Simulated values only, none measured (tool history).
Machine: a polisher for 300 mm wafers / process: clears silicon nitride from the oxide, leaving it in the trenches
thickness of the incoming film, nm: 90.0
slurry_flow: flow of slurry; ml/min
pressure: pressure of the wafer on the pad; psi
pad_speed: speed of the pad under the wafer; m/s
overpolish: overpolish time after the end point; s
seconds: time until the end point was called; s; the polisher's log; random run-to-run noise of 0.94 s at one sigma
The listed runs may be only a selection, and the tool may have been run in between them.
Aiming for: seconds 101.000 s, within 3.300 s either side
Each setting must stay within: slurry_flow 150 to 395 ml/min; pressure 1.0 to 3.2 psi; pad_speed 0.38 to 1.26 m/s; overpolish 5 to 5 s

{"run": 1, "hour": 0.0, "slurry_flow": 250, "pressure": 2.1, "pad_speed": 0.82, "overpolish": 5, "seconds": 148.26}
{"run": 2, "hour": 1.2, "slurry_flow": 210, "pressure": 2.1, "pad_speed": 0.82, "overpolish": 5, "seconds": 153.17}
{"run": 3, "hour": 5.0, "slurry_flow": 210, "pressure": 2.1, "pad_speed": 0.82, "overpolish": 5, "seconds": 151.04}
{"run": 4, "hour": 6.8, "slurry_flow": 210, "pressure": 2.2, "pad_speed": 0.82, "overpolish": 5, "seconds": 146.27}
{"run": 5, "hour": 8.1, "slurry_flow": 215, "pressure": 2.3, "pad_speed": 0.82, "overpolish": 5, "seconds": 138.02}
{"run": 6, "hour": 12.0, "slurry_flow": 215, "pressure": 2.1, "pad_speed": 0.82, "overpolish": 5, "seconds": 151.54}
{"run": 7, "hour": 18.0, "slurry_flow": 225, "pressure": 2.7, "pad_speed": 0.84, "overpolish": 5, "seconds": 115.76}
{"run": 8, "hour": 22.6, "slurry_flow": 235, "pressure": 2.9, "pad_speed": 0.84, "overpolish": 5, "seconds": 106.86}

Exercise: of the 4 proposed moves below, exactly one satisfies all targets within the stated allowed misses. Which move is it?
{"run": "A", "hour": 27.2, "slurry_flow": 255, "pressure": 3.0, "pad_speed": 0.78, "overpolish": 5, "seconds": "?"}
{"run": "B", "hour": 27.2, "slurry_flow": 285, "pressure": 3.1, "pad_speed": 0.78, "overpolish": 5, "seconds": "?"}
{"run": "C", "hour": 27.2, "slurry_flow": 225, "pressure": 3.0, "pad_speed": 0.88, "overpolish": 5, "seconds": "?"}
{"run": "D", "hour": 27.2, "slurry_flow": 290, "pressure": 3.2, "pad_speed": 0.72, "overpolish": 5, "seconds": "?"}

move=A seconds=110.970
move=B seconds=106.510
move=C seconds=99.764
move=D seconds=111.420
A: the biggest miss grows against the last run
B: better than the last run, though not everything is in spec
C: hits every target within its allowed miss
D: the biggest miss grows against the last run
Answer: C

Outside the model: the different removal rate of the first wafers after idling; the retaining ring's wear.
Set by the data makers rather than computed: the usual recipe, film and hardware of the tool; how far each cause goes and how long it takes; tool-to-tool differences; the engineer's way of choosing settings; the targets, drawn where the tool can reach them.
